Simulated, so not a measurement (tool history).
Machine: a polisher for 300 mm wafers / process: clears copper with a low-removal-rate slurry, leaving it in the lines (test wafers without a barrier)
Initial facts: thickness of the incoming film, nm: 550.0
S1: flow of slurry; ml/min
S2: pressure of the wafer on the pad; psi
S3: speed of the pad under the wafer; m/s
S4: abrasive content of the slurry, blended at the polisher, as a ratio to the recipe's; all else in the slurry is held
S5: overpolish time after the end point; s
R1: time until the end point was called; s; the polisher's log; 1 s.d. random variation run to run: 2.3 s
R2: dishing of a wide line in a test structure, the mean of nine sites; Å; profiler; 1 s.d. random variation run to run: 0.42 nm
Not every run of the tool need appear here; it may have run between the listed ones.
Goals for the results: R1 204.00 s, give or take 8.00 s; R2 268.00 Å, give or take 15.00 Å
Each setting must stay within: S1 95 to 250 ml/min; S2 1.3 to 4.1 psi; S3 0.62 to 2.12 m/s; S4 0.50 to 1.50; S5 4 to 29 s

{"run": 1, "hour": 0.0, "S1": 160, "S2": 2.7, "S3": 1.36, "S4": 1.0, "S5": 15, "R1": 149.82, "R2": 367.93}
{"run": 2, "hour": 4.8, "S1": 160, "S2": 2.6, "S3": 1.36, "S4": 1.0, "S5": 15, "R1": 156.82, "R2": 365.66}
{"run": 3, "hour": 5.6, "S1": 160, "S2": 2.5, "S3": 1.36, "S4": 1.0, "S5": 15, "R1": 160.42, "R2": 351.8}
{"run": 4, "hour": 8.0, "S1": 195, "S2": 2.5, "S3": 1.36, "S4": 1.0, "S5": 15, "R1": 156.13, "R2": 365.94}
{"run": 5, "hour": 11.8, "S1": 195, "S2": 3.0, "S3": 1.36, "S4": 1.0, "S5": 15, "R1": 135.87, "R2": 421.24}
{"hour": 19.9, "done": "head pressure recalibrated"}
{"run": 6, "hour": 19.9, "S1": 195, "S2": 2.8, "S3": 1.36, "S4": 1.0, "S5": 15, "R1": 135.2, "R2": 404.51}
{"run": 7, "hour": 28.6, "S1": 165, "S2": 2.1, "S3": 1.18, "S4": 1.0, "S5": 17, "R1": 192.28, "R2": 324.42}
{"run": 8, "hour": 37.6, "S1": 160, "S2": 2.0, "S3": 1.18, "S4": 1.0, "S5": 16, "R1": 204.03, "R2": 316.28}

Next run, 5 choices. One meets every target within its allowed miss, the rest don't. Which?
{"run": "A", "hour": 46.6, "S1": 205, "S2": 1.6, "S3": 1.38, "S4": 0.9, "S5": 19, "R1": "?", "R2": "?"}
{"run": "B", "hour": 46.6, "S1": 100, "S2": 2.0, "S3": 1.36, "S4": 1.25, "S5": 17, "R1": "?", "R2": "?"}
{"run": "C", "hour": 46.6, "S1": 120, "S2": 1.7, "S3": 1.48, "S4": 1.0, "S5": 19, "R1": "?", "R2": "?"}
{"run": "D", "hour": 46.6, "S1": 160, "S2": 1.8, "S3": 1.32, "S4": 0.9, "S5": 12, "R1": "?", "R2": "?"}
{"run": "E", "hour": 46.6, "S1": 170, "S2": 1.9, "S3": 1.14, "S4": 1.15, "S5": 14, "R1": "?", "R2": "?"}

move=A R1=200.21 R2=343.29
move=B R1=187.20 R2=334.07
move=C R1=195.18 R2=351.79
move=D R1=198.96 R2=231.76
move=E R1=203.73 R2=261.03
A: misses by more than the last run did
B: misses by more than the last run did
C: misses by more than the last run did
D: takes the biggest miss from the last run beyond its target
E: hits every target within its allowed miss
The right move is E.

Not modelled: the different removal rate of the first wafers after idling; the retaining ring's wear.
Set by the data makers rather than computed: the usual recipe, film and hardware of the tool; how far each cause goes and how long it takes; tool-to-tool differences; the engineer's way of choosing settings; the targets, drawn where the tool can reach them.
